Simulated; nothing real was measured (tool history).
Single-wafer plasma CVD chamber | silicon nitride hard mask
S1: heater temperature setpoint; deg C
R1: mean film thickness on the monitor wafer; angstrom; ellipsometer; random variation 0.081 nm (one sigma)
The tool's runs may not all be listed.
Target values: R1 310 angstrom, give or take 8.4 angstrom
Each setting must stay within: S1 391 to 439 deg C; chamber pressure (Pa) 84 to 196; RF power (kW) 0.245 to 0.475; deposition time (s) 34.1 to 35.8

run 1 hour=0 | S1=415 chamber_pressure_(Pa)=140 RF_power_(kW)=0.36 deposition_time_(s)=35.8 | R1=390.61
run 2 hour=5.1 | S1=415 chamber_pressure_(Pa)=131 RF_power_(kW)=0.34 deposition_time_(s)=35.5 | R1=366.11
run 3 hour=6.5 | S1=415 chamber_pressure_(Pa)=131 RF_power_(kW)=0.34 deposition_time_(s)=35.8 | R1=372.23
run 4 hour=15.4 | S1=415 chamber_pressure_(Pa)=124 RF_power_(kW)=0.325 deposition_time_(s)=35.5 | R1=353.78
run 5 hour=24.1 | S1=415 chamber_pressure_(Pa)=133 RF_power_(kW)=0.325 deposition_time_(s)=35.5 | R1=359.51
run 6 hour=31.2 | S1=415 chamber_pressure_(Pa)=133 RF_power_(kW)=0.325 deposition_time_(s)=34.1 | R1=344.34
run 7 hour=34.3 | S1=415 chamber_pressure_(Pa)=127 RF_power_(kW)=0.315 deposition_time_(s)=34.1 | R1=333.24
run 8 hour=39.4 | S1=415 chamber_pressure_(Pa)=121 RF_power_(kW)=0.31 deposition_time_(s)=34.1 | R1=328.38

5 candidate next runs follow, results not yet known. Just one meets every target within its allowed miss. Identify it.
run A hour=44.5 | S1=420 chamber_pressure_(Pa)=135 RF_power_(kW)=0.305 deposition_time_(s)=35.3 | R1=?
run B hour=44.5 | S1=415 chamber_pressure_(Pa)=120 RF_power_(kW)=0.31 deposition_time_(s)=35.2 | R1=?
run C hour=44.5 | S1=421 chamber_pressure_(Pa)=113 RF_power_(kW)=0.32 deposition_time_(s)=34.1 | R1=?
run D hour=44.5 | S1=419 chamber_pressure_(Pa)=125 RF_power_(kW)=0.285 deposition_time_(s)=34.1 | R1=?
run E hour=44.5 | S1=409 chamber_pressure_(Pa)=128 RF_power_(kW)=0.26 deposition_time_(s)=34.1 | R1=?

move=A R1=342.4
move=B R1=337.09
move=C R1=327.79
move=D R1=311.79
move=E R1=296.36
A: misses by more than the last run did
B: misses by more than the last run did
C: no nearer and no further than the last run
D: every result within its allowed miss
E: the result that was furthest off in the last run now lies on the other side of its target
So the answer is move D, the one that meets all the targets.
